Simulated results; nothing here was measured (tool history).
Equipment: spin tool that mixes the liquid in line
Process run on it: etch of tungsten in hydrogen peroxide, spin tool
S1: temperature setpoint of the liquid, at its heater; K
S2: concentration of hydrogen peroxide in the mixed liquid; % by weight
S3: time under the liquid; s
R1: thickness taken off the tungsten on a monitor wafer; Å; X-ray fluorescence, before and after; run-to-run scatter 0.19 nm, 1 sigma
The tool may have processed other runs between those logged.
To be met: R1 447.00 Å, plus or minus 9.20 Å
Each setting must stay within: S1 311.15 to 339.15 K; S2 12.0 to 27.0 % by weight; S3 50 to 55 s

run	hour	S1	S2	S3	R1
1	0.0	327.15	18.0	50	700.65
2	1.8	327.15	21.5	50	764.44
3	6.0	320.65	21.5	50	516.25
4	9.5	326.15	21.5	50	726.73
5	14.2	326.15	21.5	55	796.23
6	22.0	326.15	21.5	50	719.56
7	26.5	325.15	21.5	50	682.09
8	33.0	317.15	21.5	50	415.14
9	33.6	317.65	21.5	50	429.20
10	39.9	317.65	21.5	50	424.62

Which one of the following 4 next-run settings gets every result inside its allowed miss? There is exactly one.
A	46.2	316.65	22.0	50	?
B	46.2	315.15	27.0	50	?
C	46.2	315.65	25.0	55	?
D	46.2	318.15	17.0	50	?

move	R1
A	406.82
B	409.45
C	447.53
D	393.26
A: the biggest miss grows against the last run
B: the biggest miss grows against the last run
C: all results in spec
D: the biggest miss grows against the last run
Answer: C

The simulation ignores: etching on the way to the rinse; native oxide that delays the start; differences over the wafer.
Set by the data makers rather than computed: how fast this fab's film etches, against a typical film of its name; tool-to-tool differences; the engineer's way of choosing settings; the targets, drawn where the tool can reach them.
